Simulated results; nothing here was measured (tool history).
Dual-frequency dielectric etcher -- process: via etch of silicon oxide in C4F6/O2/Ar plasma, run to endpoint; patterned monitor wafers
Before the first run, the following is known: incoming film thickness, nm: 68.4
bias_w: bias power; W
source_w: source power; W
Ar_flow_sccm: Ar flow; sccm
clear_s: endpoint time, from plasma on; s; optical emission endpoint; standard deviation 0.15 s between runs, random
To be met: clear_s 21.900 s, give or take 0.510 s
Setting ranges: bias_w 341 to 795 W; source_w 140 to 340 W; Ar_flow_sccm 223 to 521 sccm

run,hour,bias_w,source_w,Ar_flow_sccm,clear_s
1,0.0,568,240,372,16.977
2,3.4,542,230,376,17.781
3,11.9,608,230,376,16.603
4,15.1,578,230,377,17.014
5,20.5,679,230,377,15.863
6,24.9,642,220,380,16.387
7,30.4,607,210,383,17.087
8,32.3,576,200,386,18.249
9,40.3,576,200,386,17.983
10,43.0,551,200,387,18.402
11,46.7,529,200,388,18.579
12,47.6,529,200,388,18.750
13,55.4,415,160,403,23.357
14,60.0,422,160,403,23.004

Exactly one of the 4 candidate moves below puts every result within its allowed miss. Which one?
A,64.6,430,140,447,?
B,64.6,434,180,398,?
C,64.6,465,140,434,?
D,64.6,400,140,427,?

move,clear_s
A,24.023
B,21.864
C,22.922
D,24.988
A: further off than the last run
B: each result inside its tolerance
C: nearer the targets than the last run, but a result is still out of spec
D: further off than the last run
So the answer is move B, the one that meets all the targets.

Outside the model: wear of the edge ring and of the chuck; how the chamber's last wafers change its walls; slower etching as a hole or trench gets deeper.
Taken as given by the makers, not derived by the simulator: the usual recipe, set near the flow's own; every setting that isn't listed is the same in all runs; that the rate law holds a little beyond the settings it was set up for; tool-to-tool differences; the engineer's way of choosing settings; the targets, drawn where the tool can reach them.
